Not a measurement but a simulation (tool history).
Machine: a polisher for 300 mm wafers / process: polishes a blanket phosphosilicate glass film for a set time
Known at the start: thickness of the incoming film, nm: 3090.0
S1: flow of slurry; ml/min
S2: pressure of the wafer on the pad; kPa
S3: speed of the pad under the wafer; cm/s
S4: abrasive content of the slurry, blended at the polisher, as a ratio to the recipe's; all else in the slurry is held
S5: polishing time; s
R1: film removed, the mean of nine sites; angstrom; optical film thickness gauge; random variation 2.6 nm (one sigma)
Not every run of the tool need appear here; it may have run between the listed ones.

run	hour	S1	S2	S3	S4	S5	R1
1	0	290	20.7	104	1	49	5200.1
2	2.5	220	20.7	104	1	49	5039.3
3	5.4	220	17.2	104	1	49	4131.2
4	6.7	220	17.2	94	1	49	3945.8
5	11.4	220	17.2	72	1	49	3302.3
6	14.9	215	16.5	72	1	49	3254.6
# hour 20.4: head pressure recalibrated
7	20.4	210	15.9	72	1	49	2915.5

Estimate the outcome of run 8 from the log above:
8	22.2	215	15.9	72	1	49	?

{"run 8": {"R1": 2925.4}}
